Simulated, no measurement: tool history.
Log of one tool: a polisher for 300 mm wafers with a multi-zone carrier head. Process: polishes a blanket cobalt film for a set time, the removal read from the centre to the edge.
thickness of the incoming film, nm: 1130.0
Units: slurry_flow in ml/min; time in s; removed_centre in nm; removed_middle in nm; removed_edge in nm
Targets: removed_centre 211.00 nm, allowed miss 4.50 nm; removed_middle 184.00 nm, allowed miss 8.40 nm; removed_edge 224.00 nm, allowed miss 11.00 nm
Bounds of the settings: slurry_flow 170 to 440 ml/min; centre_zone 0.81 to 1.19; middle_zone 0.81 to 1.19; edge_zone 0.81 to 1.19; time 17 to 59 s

| run | hour | slurry_flow | centre_zone | middle_zone | edge_zone | time | removed_centre | removed_middle | removed_edge |
|---|---|---|---|---|---|---|---|---|---|
| 1 | 0.0 | 280 | 1.00 | 1.00 | 1.00 | 38 | 143.39 | 147.17 | 146.63 |
| 2 | 1.2 | 280 | 1.00 | 1.00 | 1.03 | 38 | 144.13 | 145.03 | 149.44 |
| 3 | 7.6 | 280 | 1.01 | 0.99 | 1.07 | 41 | 156.40 | 157.29 | 163.79 |
| 4 | 15.6 | 280 | 0.94 | 0.99 | 1.07 | 41 | 145.59 | 152.95 | 163.61 |
| 5 | 17.8 | 280 | 0.94 | 1.07 | 1.07 | 41 | 146.69 | 165.61 | 166.63 |
| 6 | 22.2 | 280 | 0.94 | 1.14 | 1.07 | 41 | 145.97 | 172.62 | 163.23 |
| 7 | 22.9 | 285 | 0.97 | 1.07 | 1.10 | 43 | 158.77 | 177.34 | 174.13 |
| 8 | 30.6 | 270 | 0.99 | 1.00 | 1.12 | 45 | 167.81 | 174.57 | 182.48 |
| 9 | 39.1 | 290 | 1.00 | 0.95 | 1.14 | 47 | 179.83 | 170.76 | 194.98 |
| 10 | 44.8 | 310 | 1.01 | 0.95 | 1.15 | 48 | 185.55 | 176.16 | 201.51 |
| 11 | 52.7 | 310 | 1.01 | 0.95 | 1.15 | 48 | 184.85 | 176.03 | 200.85 |
| 12 | 55.4 | 315 | 1.02 | 0.94 | 1.16 | 49 | 191.27 | 181.94 | 205.32 |
| 13 | 62.9 | 315 | 1.03 | 0.92 | 1.17 | 50 | 197.14 | 181.45 | 210.84 |
| 14 | 66.8 | 320 | 1.03 | 0.91 | 1.18 | 51 | 201.72 | 182.07 | 217.59 |
| 15 | 73.1 | 320 | 1.04 | 0.91 | 1.18 | 51 | 201.86 | 182.73 | 214.35 |
| 16 | 80.6 | 325 | 1.04 | 0.90 | 1.18 | 51 | 204.00 | 177.27 | 217.99 |
| 17 | 89.4 | 330 | 1.04 | 0.90 | 1.18 | 51 | 203.26 | 178.65 | 223.46 |
| 18 | 96.2 | 330 | 1.05 | 0.91 | 1.18 | 51 | 203.45 | 186.69 | 220.53 |

5 next moves are on the table. One of them brings every result within its allowed miss. Which?
| A | 103.0 | 255 | 1.02 | 0.87 | 1.15 | 55 | ? | ? | ? |
| B | 103.0 | 420 | 0.89 | 0.88 | 1.18 | 53 | ? | ? | ? |
| C | 103.0 | 430 | 0.92 | 0.88 | 1.19 | 54 | ? | ? | ? |
| D | 103.0 | 335 | 1.01 | 0.95 | 1.19 | 51 | ? | ? | ? |
| E | 103.0 | 415 | 1.03 | 1.08 | 1.19 | 47 | ? | ? | ? |

| move | removed_centre | removed_middle | removed_edge |
|---|---|---|---|
| A | 210.11 | 187.21 | 231.65 |
| B | 185.50 | 190.62 | 234.12 |
| C | 195.78 | 194.49 | 239.90 |
| D | 198.96 | 191.94 | 223.02 |
| E | 190.69 | 200.48 | 207.85 |
A: meets every target
B: further off than the last run
C: further off than the last run
D: further off than the last run
E: further off than the last run
The right move is A.
